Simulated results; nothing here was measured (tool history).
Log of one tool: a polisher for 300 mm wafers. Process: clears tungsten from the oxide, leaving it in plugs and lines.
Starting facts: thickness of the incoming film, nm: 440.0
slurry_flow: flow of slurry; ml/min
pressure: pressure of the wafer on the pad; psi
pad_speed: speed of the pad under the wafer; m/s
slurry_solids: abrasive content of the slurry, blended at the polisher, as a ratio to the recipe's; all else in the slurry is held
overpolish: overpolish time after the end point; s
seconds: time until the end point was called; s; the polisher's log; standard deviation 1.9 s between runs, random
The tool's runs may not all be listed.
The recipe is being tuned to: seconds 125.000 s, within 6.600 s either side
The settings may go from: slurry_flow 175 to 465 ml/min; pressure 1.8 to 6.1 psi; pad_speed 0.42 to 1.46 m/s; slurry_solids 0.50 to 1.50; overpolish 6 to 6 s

Run 1, day 0.000: slurry_flow 295 ml/min, pressure 3.9 psi, pad_speed 0.94 m/s, slurry_solids 1.00, overpolish 6 s. Result: seconds 84.001 s.
Run 2, day 0.350: slurry_flow 330 ml/min, pressure 3.9 psi, pad_speed 0.94 m/s, slurry_solids 1.00, overpolish 6 s. Result: seconds 84.619 s.
Run 3, day 0.458: slurry_flow 330 ml/min, pressure 3.9 psi, pad_speed 1.06 m/s, slurry_solids 1.00, overpolish 6 s. Result: seconds 70.656 s.
Run 4, day 0.612: slurry_flow 330 ml/min, pressure 3.4 psi, pad_speed 1.04 m/s, slurry_solids 1.00, overpolish 6 s. Result: seconds 83.568 s.
Run 5, day 0.988: slurry_flow 330 ml/min, pressure 3.4 psi, pad_speed 0.90 m/s, slurry_solids 1.00, overpolish 6 s. Result: seconds 97.326 s.
Run 6, day 1.221: slurry_flow 330 ml/min, pressure 3.2 psi, pad_speed 0.90 m/s, slurry_solids 1.00, overpolish 6 s. Result: seconds 102.530 s.
Run 7, day 1.317: slurry_flow 330 ml/min, pressure 3.0 psi, pad_speed 0.90 m/s, slurry_solids 1.00, overpolish 6 s. Result: seconds 110.970 s.
Run 8, day 1.375: slurry_flow 330 ml/min, pressure 2.9 psi, pad_speed 0.90 m/s, slurry_solids 1.00, overpolish 6 s. Result: seconds 113.430 s.
Run 9, day 1.504: slurry_flow 330 ml/min, pressure 2.8 psi, pad_speed 0.90 m/s, slurry_solids 1.00, overpolish 6 s. Result: seconds 115.640 s.

Exactly one of the 5 candidate moves below puts every result within its allowed miss. Which one?
Run A, day 1.633: slurry_flow 395 ml/min, pressure 2.9 psi, pad_speed 0.66 m/s, slurry_solids 1.20, overpolish 6 s. Result: seconds ?.
Run B, day 1.633: slurry_flow 365 ml/min, pressure 2.1 psi, pad_speed 1.12 m/s, slurry_solids 0.95, overpolish 6 s. Result: seconds ?.
Run C, day 1.633: slurry_flow 350 ml/min, pressure 2.3 psi, pad_speed 0.90 m/s, slurry_solids 1.05, overpolish 6 s. Result: seconds ?.
Run D, day 1.633: slurry_flow 425 ml/min, pressure 2.5 psi, pad_speed 0.80 m/s, slurry_solids 1.05, overpolish 6 s. Result: seconds ?.
Run E, day 1.633: slurry_flow 315 ml/min, pressure 2.2 psi, pad_speed 0.96 m/s, slurry_solids 0.85, overpolish 6 s. Result: seconds ?.

move  seconds
   A  147.550
   B  129.280
   C  143.000
   D  146.080
   E  150.050
A: pushes the last run's worst result past its target
B: meets every target
C: pushes the last run's worst result past its target
D: pushes the last run's worst result past its target
E: pushes the last run's worst result past its target
Answer: B
